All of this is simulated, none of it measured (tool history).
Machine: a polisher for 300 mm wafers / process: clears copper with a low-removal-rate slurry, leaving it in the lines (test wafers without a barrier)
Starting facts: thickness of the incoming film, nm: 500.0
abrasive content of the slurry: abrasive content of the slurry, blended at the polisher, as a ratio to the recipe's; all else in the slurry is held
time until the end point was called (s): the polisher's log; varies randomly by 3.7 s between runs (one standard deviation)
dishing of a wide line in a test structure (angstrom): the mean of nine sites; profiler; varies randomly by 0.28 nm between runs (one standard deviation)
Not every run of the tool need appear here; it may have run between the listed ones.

run    day  flow of slurry (ml/min)  pressure of the wafer on the pad (kPa)  speed of the pad under the wafer (m/s)  abrasive content of the slurry  overpolish time after the end point (s)  time until the end point was called (s)  dishing of a wide line in a test structure (angstrom)
  1  0.000                      195                                    27.6                                    1.22                            1.00                                       28                                   108.49                                                 561.67
  2  0.271                      195                                    22.8                                    1.04                            1.00                                       21                                   153.45                                                 387.75
  3  0.358                      230                                    19.3                                    0.88                            1.15                                       17                                   206.69                                                 280.80
  4  0.662                      210                                    19.3                                    0.88                            1.15                                       17                                   204.11                                                 273.77
  5  1.004                      210                                    19.3                                    0.88                            1.00                                       17                                   212.91                                                 266.22
  6  1.146                      210                                    19.3                                    0.88                            1.00                                       22                                   214.94                                                 314.27

Expected results for the next run?
  7  1.167                      210                                    19.3                                    0.88                            1.00                                       22                                        ?                                                      ?

{"run 7": {"time until the end point was called (s)": 213.16, "dishing of a wide line in a test structure (angstrom)": 318.65}}

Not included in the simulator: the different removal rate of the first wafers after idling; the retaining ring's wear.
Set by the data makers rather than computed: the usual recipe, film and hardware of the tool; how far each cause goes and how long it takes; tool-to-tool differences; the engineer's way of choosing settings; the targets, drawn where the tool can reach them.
